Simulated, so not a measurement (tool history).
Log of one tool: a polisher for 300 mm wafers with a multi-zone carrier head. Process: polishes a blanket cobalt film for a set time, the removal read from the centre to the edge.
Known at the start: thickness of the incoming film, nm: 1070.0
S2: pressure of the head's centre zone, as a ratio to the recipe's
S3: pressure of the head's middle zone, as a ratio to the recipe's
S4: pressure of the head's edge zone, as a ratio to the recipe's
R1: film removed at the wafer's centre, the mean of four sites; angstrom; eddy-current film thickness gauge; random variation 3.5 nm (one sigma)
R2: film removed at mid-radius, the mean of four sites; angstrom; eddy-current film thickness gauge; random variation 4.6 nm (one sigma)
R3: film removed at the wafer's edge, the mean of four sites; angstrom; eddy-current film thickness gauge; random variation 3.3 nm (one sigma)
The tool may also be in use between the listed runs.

{"run": 1, "day": 0.0, "flow of slurry (ml/min)": 165, "S2": 1, "S3": 1, "S4": 1, "polishing time (s)": 51, "R1": 3166.4, "R2": 3069.4, "R3": 3005.1}
{"run": 2, "day": 0.3, "flow of slurry (ml/min)": 165, "S2": 1, "S3": 0.95, "S4": 1, "polishing time (s)": 51, "R1": 3122.4, "R2": 2940.6, "R3": 3023.6}
{"run": 3, "day": 0.638, "flow of slurry (ml/min)": 165, "S2": 1, "S3": 0.95, "S4": 1, "polishing time (s)": 44, "R1": 2656.6, "R2": 2485.2, "R3": 2566.5}
{"run": 4, "day": 0.971, "flow of slurry (ml/min)": 125, "S2": 1, "S3": 0.95, "S4": 1, "polishing time (s)": 44, "R1": 2495, "R2": 2438.8, "R3": 2436.5}
{"run": 5, "day": 1.075, "flow of slurry (ml/min)": 125, "S2": 1, "S3": 0.95, "S4": 1, "polishing time (s)": 33, "R1": 1867.3, "R2": 1810, "R3": 1847.4}
{"run": 6, "day": 1.262, "flow of slurry (ml/min)": 100, "S2": 1, "S3": 0.95, "S4": 1, "polishing time (s)": 33, "R1": 1747.6, "R2": 1655.2, "R3": 1726.9}
{"run": 7, "day": 1.304, "flow of slurry (ml/min)": 115, "S2": 1.01, "S3": 0.95, "S4": 1.02, "polishing time (s)": 35, "R1": 1951.4, "R2": 1836.3, "R3": 1950.1}
{"run": 8, "day": 1.629, "flow of slurry (ml/min)": 115, "S2": 1.01, "S3": 0.95, "S4": 1.02, "polishing time (s)": 35, "R1": 1953.2, "R2": 1801.4, "R3": 1965}
{"run": 9, "day": 1.896, "flow of slurry (ml/min)": 130, "S2": 1.02, "S3": 0.97, "S4": 1.03, "polishing time (s)": 36, "R1": 2093.8, "R2": 2004.1, "R3": 2035.2}
{"run": 10, "day": 1.983, "flow of slurry (ml/min)": 140, "S2": 1.03, "S3": 0.97, "S4": 1.05, "polishing time (s)": 37, "R1": 2203.8, "R2": 2082.6, "R3": 2120.6}
{"run": 11, "day": 2.354, "flow of slurry (ml/min)": 150, "S2": 1.03, "S3": 0.97, "S4": 1.06, "polishing time (s)": 38, "R1": 2364.4, "R2": 2198.6, "R3": 2244.4}
{"run": 12, "day": 2.475, "flow of slurry (ml/min)": 200, "S2": 1.03, "S3": 1.01, "S4": 1.16, "polishing time (s)": 51, "R1": 3307.4, "R2": 3120, "R3": 3330.7}

Forecast run 13:
{"run": 13, "day": 2.567, "flow of slurry (ml/min)": 205, "S2": 1.03, "S3": 1.01, "S4": 1.16, "polishing time (s)": 51, "R1": "?", "R2": "?", "R3": "?"}

{"run 13": {"R1": 3332.3, "R2": 3253.1, "R3": 3245}}
